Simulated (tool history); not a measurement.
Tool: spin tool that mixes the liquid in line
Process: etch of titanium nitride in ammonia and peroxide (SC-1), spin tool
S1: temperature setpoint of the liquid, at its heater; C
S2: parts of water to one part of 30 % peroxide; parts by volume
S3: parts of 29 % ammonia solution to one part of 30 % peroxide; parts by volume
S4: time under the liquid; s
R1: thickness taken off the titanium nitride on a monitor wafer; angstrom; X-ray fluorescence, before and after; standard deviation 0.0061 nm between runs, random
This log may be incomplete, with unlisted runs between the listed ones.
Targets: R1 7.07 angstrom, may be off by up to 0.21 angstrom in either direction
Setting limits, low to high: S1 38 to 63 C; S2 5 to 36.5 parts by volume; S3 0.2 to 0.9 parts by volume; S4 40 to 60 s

Run 1, day 0: S1 47 C, S2 20.5 parts by volume, S3 0.5 parts by volume, S4 60 s. Result: R1 12.244 angstrom.
Run 2, day 0.092: S1 47 C, S2 20.5 parts by volume, S3 0.45 parts by volume, S4 60 s. Result: R1 12.146 angstrom.
Run 3, day 0.329: S1 44.5 C, S2 20.5 parts by volume, S3 0.45 parts by volume, S4 60 s. Result: R1 10.188 angstrom.
Run 4, day 0.383: S1 42.5 C, S2 20.5 parts by volume, S3 0.45 parts by volume, S4 60 s. Result: R1 8.7671 angstrom.
Run 5, day 0.675: S1 49.5 C, S2 20.5 parts by volume, S3 0.45 parts by volume, S4 60 s. Result: R1 14.37 angstrom.
Run 6, day 0.808: S1 49.5 C, S2 20.5 parts by volume, S3 0.3 parts by volume, S4 60 s. Result: R1 13.644 angstrom.
Run 7, day 0.888: S1 46.5 C, S2 20.5 parts by volume, S3 0.3 parts by volume, S4 60 s. Result: R1 10.772 angstrom.
Run 8, day 1.179: S1 44.5 C, S2 20.5 parts by volume, S3 0.3 parts by volume, S4 60 s. Result: R1 9.4584 angstrom.
Run 9, day 1.221: S1 43 C, S2 20.5 parts by volume, S3 0.3 parts by volume, S4 60 s. Result: R1 8.3714 angstrom.
Run 10, day 1.592: S1 42 C, S2 20.5 parts by volume, S3 0.3 parts by volume, S4 60 s. Result: R1 7.8002 angstrom.
Run 11, day 1.875: S1 41.5 C, S2 20.5 parts by volume, S3 0.3 parts by volume, S4 60 s. Result: R1 7.5138 angstrom.

Exercise: of the 5 proposed moves below, exactly one satisfies all targets within the stated allowed misses. Which move is it?
Run A, day 2.158: S1 39 C, S2 20.5 parts by volume, S3 0.4 parts by volume, S4 60 s. Result: R1 ?.
Run B, day 2.158: S1 43.5 C, S2 22.5 parts by volume, S3 0.2 parts by volume, S4 60 s. Result: R1 ?.
Run C, day 2.158: S1 41.5 C, S2 18.5 parts by volume, S3 0.25 parts by volume, S4 60 s. Result: R1 ?.
Run D, day 2.158: S1 44 C, S2 25.5 parts by volume, S3 0.25 parts by volume, S4 55 s. Result: R1 ?.
Run E, day 2.158: S1 41 C, S2 19 parts by volume, S3 0.3 parts by volume, S4 60 s. Result: R1 ?.

move      R1
   A   6.558
   B  7.5831
   C  7.6437
   D  7.0085
   E  7.5162
A: the result that was furthest off in the last run now lies on the other side of its target
B: further off than the last run
C: further off than the last run
D: meets every target
E: as far off as the last run
Correct choice: D, which meets every target
